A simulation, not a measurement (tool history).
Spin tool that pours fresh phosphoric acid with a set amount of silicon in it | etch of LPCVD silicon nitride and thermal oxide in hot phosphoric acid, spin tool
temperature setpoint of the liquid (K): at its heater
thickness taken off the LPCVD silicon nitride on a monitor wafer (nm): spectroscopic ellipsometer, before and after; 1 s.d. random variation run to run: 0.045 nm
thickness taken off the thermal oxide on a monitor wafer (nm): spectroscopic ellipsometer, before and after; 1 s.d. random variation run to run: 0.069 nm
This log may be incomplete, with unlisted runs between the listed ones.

| run | hour | temperature setpoint of the liquid (K) | silicon dissolved in the acid as it is poured (mg a litre) | time under the liquid (s) | thickness taken off the LPCVD silicon nitride on a monitor wafer (nm) | thickness taken off the thermal oxide on a monitor wafer (nm) |
|---|---|---|---|---|---|---|
| 1 | 0.0 | 434.15 | 9.5 | 70 | 5.5398 | 0.22024 |
| 2 | 5.2 | 434.15 | 7.0 | 70 | 5.5521 | 0.19393 |
| 3 | 12.4 | 434.15 | 7.0 | 50 | 3.9595 | 0.13211 |
| 4 | 16.1 | 434.65 | 6.5 | 60 | 4.8540 | 0.24648 |
| 5 | 19.8 | 434.65 | 8.0 | 70 | 5.5983 | 0.16384 |
| 6 | 24.5 | 434.65 | 6.5 | 75 | 5.9638 | 0.25666 |
| 7 | 30.4 | 434.65 | 6.5 | 75 | 6.0394 | 0.21455 |
| 8 | 33.0 | 435.15 | 6.5 | 80 | 6.5429 | 0.20072 |
| 9 | 40.2 | 437.65 | 0.5 | 105 | 9.3614 | 0.47556 |
| 10 | 46.9 | 437.65 | 1.5 | 105 | 9.3007 | 0.43122 |
| 11 | 49.6 | 437.65 | 2.0 | 105 | 9.2824 | 0.46096 |
| 12 | 53.6 | 437.65 | 2.5 | 105 | 9.3964 | 0.48431 |
| 13 | 56.9 | 437.65 | 8.5 | 105 | 9.2760 | 0.41023 |
| 14 | 61.3 | 437.15 | 9.0 | 105 | 9.2020 | 0.32622 |
| 15 | 68.0 | 437.15 | 8.5 | 105 | 9.1189 | 0.25512 |
| 16 | 74.7 | 437.15 | 8.0 | 105 | 9.1286 | 0.43705 |

Expected results for the next run?
| 17 | 75.7 | 436.15 | 8.5 | 110 | ? | ? |

thickness taken off the LPCVD silicon nitride on a monitor wafer (nm): 9.2971
thickness taken off the thermal oxide on a monitor wafer (nm): 0.40903
